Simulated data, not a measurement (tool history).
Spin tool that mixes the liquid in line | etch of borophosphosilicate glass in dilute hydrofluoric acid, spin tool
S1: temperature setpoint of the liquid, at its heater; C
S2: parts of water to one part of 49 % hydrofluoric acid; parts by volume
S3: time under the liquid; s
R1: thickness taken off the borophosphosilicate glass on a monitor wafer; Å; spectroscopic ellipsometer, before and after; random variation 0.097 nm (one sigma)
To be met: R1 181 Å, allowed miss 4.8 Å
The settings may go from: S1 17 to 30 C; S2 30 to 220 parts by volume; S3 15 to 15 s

run	hour	S1	S2	S3	R1
1	0	22	125	15	66.414
2	5.7	22	125	15	65.812
3	10.2	22	125	15	65.603
4	10.9	23.5	110	15	80.176
5	14.9	26	110	15	88.582
6	17.5	24.5	110	15	84.287
7	23.3	25.5	100	15	97.297
8	28.7	26.5	90	15	114.33
9	32.4	27	85	15	124.06
10	35.1	30	55	15	224.8
11	43.3	29.5	55	15	221.18
12	46.8	25.5	55	15	187.11

4 next moves are on the table. One of them brings every result within its allowed miss. Which?
A	50.3	27	60	15	?
B	50.3	25	50	15	?
C	50.3	26	55	15	?
D	50.3	29	60	15	?

move	R1
A	181.97
B	204.25
C	192.05
D	196.94
A: meets every target
B: further off than the last run
C: further off than the last run
D: further off than the last run
Answer: A
